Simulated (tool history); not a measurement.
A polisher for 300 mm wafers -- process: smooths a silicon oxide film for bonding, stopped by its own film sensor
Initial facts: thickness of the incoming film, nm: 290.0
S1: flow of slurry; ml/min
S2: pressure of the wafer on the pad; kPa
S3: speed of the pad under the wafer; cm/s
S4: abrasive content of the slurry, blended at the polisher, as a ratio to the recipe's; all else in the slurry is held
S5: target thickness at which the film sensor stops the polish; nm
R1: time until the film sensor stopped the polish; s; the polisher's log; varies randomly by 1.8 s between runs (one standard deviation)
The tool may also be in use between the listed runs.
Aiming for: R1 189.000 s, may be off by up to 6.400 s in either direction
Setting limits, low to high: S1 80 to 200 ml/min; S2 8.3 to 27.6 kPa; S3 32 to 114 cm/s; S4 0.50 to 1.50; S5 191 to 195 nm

| run | hour | S1 | S2 | S3 | S4 | S5 | R1 |
|---|---|---|---|---|---|---|---|
| 1 | 0.0 | 130 | 17.9 | 72 | 1.00 | 195 | 119.960 |
| 2 | 7.2 | 130 | 21.4 | 72 | 1.00 | 195 | 97.489 |
| 3 | 16.1 | 130 | 21.4 | 72 | 1.00 | 195 | 97.427 |
| 4 | 21.4 | 130 | 21.4 | 72 | 1.00 | 191 | 102.530 |
| 5 | 25.0 | 130 | 20.0 | 72 | 1.00 | 191 | 110.120 |
| 6 | 30.2 | 130 | 20.0 | 86 | 1.00 | 191 | 96.131 |
| 7 | 31.0 | 130 | 18.6 | 86 | 1.00 | 191 | 104.590 |
| 8 | 38.5 | 110 | 13.8 | 84 | 1.00 | 191 | 141.750 |
| 9 | 46.8 | 110 | 13.1 | 84 | 1.00 | 191 | 150.150 |
| 10 | 55.1 | 110 | 12.4 | 84 | 1.00 | 191 | 159.860 |
| 11 | 59.2 | 110 | 11.0 | 84 | 1.00 | 191 | 179.130 |

4 next moves are on the table. One of them brings every result within its allowed miss. Which?
| A | 63.3 | 125 | 13.1 | 68 | 0.95 | 195 | ? |
| B | 63.3 | 110 | 11.7 | 86 | 1.00 | 191 | ? |
| C | 63.3 | 100 | 12.4 | 76 | 1.00 | 195 | ? |
| D | 63.3 | 115 | 11.7 | 70 | 1.00 | 194 | ? |

| move | R1 |
|---|---|
| A | 171.650 |
| B | 165.150 |
| C | 167.970 |
| D | 187.610 |
A: moves away from the targets compared with the last run
B: moves away from the targets compared with the last run
C: moves away from the targets compared with the last run
D: hits every target within its allowed miss
Answer: D
